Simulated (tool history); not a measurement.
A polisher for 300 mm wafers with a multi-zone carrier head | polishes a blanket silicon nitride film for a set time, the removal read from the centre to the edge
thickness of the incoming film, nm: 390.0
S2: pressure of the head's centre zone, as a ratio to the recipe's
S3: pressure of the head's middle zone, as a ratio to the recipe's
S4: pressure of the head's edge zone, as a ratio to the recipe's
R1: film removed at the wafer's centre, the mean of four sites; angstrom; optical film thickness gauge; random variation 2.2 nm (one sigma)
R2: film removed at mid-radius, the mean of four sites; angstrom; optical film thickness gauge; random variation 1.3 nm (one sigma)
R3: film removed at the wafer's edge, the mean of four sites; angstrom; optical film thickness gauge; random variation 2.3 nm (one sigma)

{"run": 1, "hour": 0.0, "flow of slurry (ml/min)": 210, "S2": 1, "S3": 1, "S4": 1, "polishing time (s)": 57, "R1": 1545.6, "R2": 1535.3, "R3": 1535.5}
{"run": 2, "hour": 5.1, "flow of slurry (ml/min)": 210, "S2": 1, "S3": 0.92, "S4": 1, "polishing time (s)": 57, "R1": 1512.4, "R2": 1429.2, "R3": 1537}
{"run": 3, "hour": 5.6, "flow of slurry (ml/min)": 215, "S2": 0.99, "S3": 0.94, "S4": 1.02, "polishing time (s)": 59, "R1": 1585.4, "R2": 1506.6, "R3": 1557.8}
{"run": 4, "hour": 7.0, "flow of slurry (ml/min)": 205, "S2": 0.98, "S3": 0.94, "S4": 1, "polishing time (s)": 62, "R1": 1639.1, "R2": 1575.9, "R3": 1605.9}
{"run": 5, "hour": 8.9, "flow of slurry (ml/min)": 205, "S2": 0.98, "S3": 0.94, "S4": 0.93, "polishing time (s)": 62, "R1": 1652.8, "R2": 1592.4, "R3": 1616.3}
{"run": 6, "hour": 15.0, "flow of slurry (ml/min)": 205, "S2": 0.96, "S3": 0.94, "S4": 0.96, "polishing time (s)": 64, "R1": 1648.5, "R2": 1624.9, "R3": 1660.7}
{"run": 7, "hour": 21.5, "flow of slurry (ml/min)": 210, "S2": 0.94, "S3": 0.94, "S4": 0.98, "polishing time (s)": 66, "R1": 1699.9, "R2": 1700.7, "R3": 1726.4}
{"run": 8, "hour": 24.5, "flow of slurry (ml/min)": 220, "S2": 0.92, "S3": 0.94, "S4": 1, "polishing time (s)": 67, "R1": 1640.7, "R2": 1723, "R3": 1798.9}
{"run": 9, "hour": 27.2, "flow of slurry (ml/min)": 220, "S2": 0.92, "S3": 0.94, "S4": 1, "polishing time (s)": 67, "R1": 1649, "R2": 1722.2, "R3": 1793.1}
{"run": 10, "hour": 34.5, "flow of slurry (ml/min)": 230, "S2": 0.92, "S3": 0.95, "S4": 1.01, "polishing time (s)": 67, "R1": 1686.7, "R2": 1728.8, "R3": 1813.9}
{"run": 11, "hour": 36.3, "flow of slurry (ml/min)": 240, "S2": 0.91, "S3": 0.97, "S4": 1.02, "polishing time (s)": 67, "R1": 1677.2, "R2": 1780.1, "R3": 1801.3}
{"run": 12, "hour": 42.4, "flow of slurry (ml/min)": 240, "S2": 0.91, "S3": 0.97, "S4": 1.03, "polishing time (s)": 68, "R1": 1695, "R2": 1824.5, "R3": 1868.3}
{"run": 13, "hour": 50.1, "flow of slurry (ml/min)": 245, "S2": 0.91, "S3": 0.98, "S4": 1.04, "polishing time (s)": 68, "R1": 1698.3, "R2": 1840.1, "R3": 1875.7}
{"run": 14, "hour": 54.6, "flow of slurry (ml/min)": 245, "S2": 0.91, "S3": 0.98, "S4": 1.04, "polishing time (s)": 68, "R1": 1693.7, "R2": 1815.1, "R3": 1831.5}
{"run": 15, "hour": 56.2, "flow of slurry (ml/min)": 245, "S2": 0.9, "S3": 0.98, "S4": 1.05, "polishing time (s)": 69, "R1": 1701.3, "R2": 1865.7, "R3": 1862.3}
{"run": 16, "hour": 62.7, "flow of slurry (ml/min)": 255, "S2": 0.89, "S3": 0.98, "S4": 1.05, "polishing time (s)": 70, "R1": 1751.5, "R2": 1900, "R3": 1914.1}

Run 17 comes next. What will it give?
{"run": 17, "hour": 71.0, "flow of slurry (ml/min)": 255, "S2": 0.89, "S3": 0.98, "S4": 1.06, "polishing time (s)": 71, "R1": "?", "R2": "?", "R3": "?"}

Run 17 gave R1 1766.1 angstrom, R2 1910.9 angstrom, R3 1933 angstrom.

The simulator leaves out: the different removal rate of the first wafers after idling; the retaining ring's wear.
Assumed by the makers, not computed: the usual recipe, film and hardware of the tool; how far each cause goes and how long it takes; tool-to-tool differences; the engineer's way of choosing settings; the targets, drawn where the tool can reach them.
